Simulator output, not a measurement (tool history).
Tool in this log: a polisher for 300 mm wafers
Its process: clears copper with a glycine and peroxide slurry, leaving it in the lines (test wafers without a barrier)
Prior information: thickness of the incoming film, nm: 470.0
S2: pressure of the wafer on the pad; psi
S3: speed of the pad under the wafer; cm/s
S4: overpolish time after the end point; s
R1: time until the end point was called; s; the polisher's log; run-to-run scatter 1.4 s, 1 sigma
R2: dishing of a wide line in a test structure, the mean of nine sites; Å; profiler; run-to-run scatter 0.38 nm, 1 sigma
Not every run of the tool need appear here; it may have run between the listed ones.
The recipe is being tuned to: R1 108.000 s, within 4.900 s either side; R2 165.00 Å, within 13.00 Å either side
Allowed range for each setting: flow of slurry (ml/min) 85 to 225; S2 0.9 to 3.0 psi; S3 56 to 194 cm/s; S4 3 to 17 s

{"run": 1, "hour": 0.0, "flow of slurry (ml/min)": 145, "S2": 1.9, "S3": 124, "S4": 9, "R1": 103.05, "R2": 288.24}
{"run": 2, "hour": 7.4, "flow of slurry (ml/min)": 145, "S2": 1.9, "S3": 96, "S4": 9, "R1": 118.82, "R2": 254.9}
{"run": 3, "hour": 10.7, "flow of slurry (ml/min)": 180, "S2": 1.9, "S3": 96, "S4": 9, "R1": 115.36, "R2": 266.92}
{"run": 4, "hour": 13.3, "flow of slurry (ml/min)": 180, "S2": 1.9, "S3": 84, "S4": 9, "R1": 120.24, "R2": 253.67}
{"run": 5, "hour": 22.0, "flow of slurry (ml/min)": 180, "S2": 2.0, "S3": 82, "S4": 7, "R1": 117.51, "R2": 210.75}
{"run": 6, "hour": 27.5, "flow of slurry (ml/min)": 180, "S2": 2.0, "S3": 100, "S4": 7, "R1": 104.53, "R2": 222.08}
{"run": 7, "hour": 35.6, "flow of slurry (ml/min)": 175, "S2": 1.9, "S3": 104, "S4": 3, "R1": 112.04, "R2": 108.0}
{"run": 8, "hour": 38.2, "flow of slurry (ml/min)": 175, "S2": 1.9, "S3": 102, "S4": 4, "R1": 112.32, "R2": 134.84}
{"run": 9, "hour": 44.8, "flow of slurry (ml/min)": 180, "S2": 1.9, "S3": 102, "S4": 4, "R1": 109.55, "R2": 135.51}
{"run": 10, "hour": 48.8, "flow of slurry (ml/min)": 180, "S2": 1.9, "S3": 100, "S4": 4, "R1": 111.55, "R2": 135.74}
{"run": 11, "hour": 53.8, "flow of slurry (ml/min)": 185, "S2": 2.0, "S3": 100, "S4": 7, "R1": 106.55, "R2": 227.21}
{"run": 12, "hour": 57.2, "flow of slurry (ml/min)": 180, "S2": 2.0, "S3": 102, "S4": 6, "R1": 103.79, "R2": 200.72}
{"run": 13, "hour": 65.9, "flow of slurry (ml/min)": 175, "S2": 2.0, "S3": 102, "S4": 6, "R1": 106.63, "R2": 200.27}
{"run": 14, "hour": 69.2, "flow of slurry (ml/min)": 175, "S2": 2.0, "S3": 104, "S4": 6, "R1": 104.25, "R2": 211.96}
{"run": 15, "hour": 72.1, "flow of slurry (ml/min)": 175, "S2": 2.0, "S3": 106, "S4": 6, "R1": 103.96, "R2": 205.4}
{"run": 16, "hour": 75.6, "flow of slurry (ml/min)": 170, "S2": 2.0, "S3": 108, "S4": 6, "R1": 101.07, "R2": 204.69}
{"run": 17, "hour": 82.2, "flow of slurry (ml/min)": 165, "S2": 2.0, "S3": 108, "S4": 6, "R1": 104.22, "R2": 201.17}
{"run": 18, "hour": 90.2, "flow of slurry (ml/min)": 165, "S2": 2.0, "S3": 110, "S4": 6, "R1": 103.0, "R2": 202.85}
{"run": 19, "hour": 97.8, "flow of slurry (ml/min)": 160, "S2": 1.9, "S3": 110, "S4": 3, "R1": 106.73, "R2": 106.99}
{"run": 20, "hour": 101.6, "flow of slurry (ml/min)": 170, "S2": 1.9, "S3": 108, "S4": 4, "R1": 107.96, "R2": 140.33}

Consider the 4 candidate settings below. Which is the only one whose results all fall within their allowed miss of target?
{"run": "A", "hour": 105.4, "flow of slurry (ml/min)": 145, "S2": 1.8, "S3": 122, "S4": 5, "R1": "?", "R2": "?"}
{"run": "B", "hour": 105.4, "flow of slurry (ml/min)": 170, "S2": 1.7, "S3": 146, "S4": 6, "R1": "?", "R2": "?"}
{"run": "C", "hour": 105.4, "flow of slurry (ml/min)": 225, "S2": 1.8, "S3": 134, "S4": 5, "R1": "?", "R2": "?"}
{"run": "D", "hour": 105.4, "flow of slurry (ml/min)": 155, "S2": 1.7, "S3": 146, "S4": 6, "R1": "?", "R2": "?"}

move=A R1=107.810 R2=165.97
move=B R1=99.076 R2=205.09
move=C R1=95.898 R2=182.54
move=D R1=100.540 R2=202.75
A: meets every target
B: moves the result that the last run missed by most past its target, out the other side
C: moves the result that the last run missed by most past its target, out the other side
D: moves the result that the last run missed by most past its target, out the other side
Answer: A
